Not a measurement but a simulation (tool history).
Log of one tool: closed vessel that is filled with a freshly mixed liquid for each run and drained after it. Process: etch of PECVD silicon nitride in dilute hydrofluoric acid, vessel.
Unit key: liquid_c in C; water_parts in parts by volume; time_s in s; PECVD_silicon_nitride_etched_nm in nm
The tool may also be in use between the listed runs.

run  hour  liquid_c  water_parts  time_s  PECVD_silicon_nitride_etched_nm
  1   0.0      20.0           95     870                           30.255
  2   1.6      20.5           95     870                           31.300
  3   9.5      21.0           95     870                           32.946
  4  13.9      22.5           95     870                           35.998
  5  16.6      23.0           95     870                           37.481
  6  19.1      23.0           65     870                           54.405
  7  19.9      22.5           65     870                           52.502

Expected results for the next run?
  8  24.2      22.0           65     870                                ?

{"run 8": {"PECVD_silicon_nitride_etched_nm": 50.067}}

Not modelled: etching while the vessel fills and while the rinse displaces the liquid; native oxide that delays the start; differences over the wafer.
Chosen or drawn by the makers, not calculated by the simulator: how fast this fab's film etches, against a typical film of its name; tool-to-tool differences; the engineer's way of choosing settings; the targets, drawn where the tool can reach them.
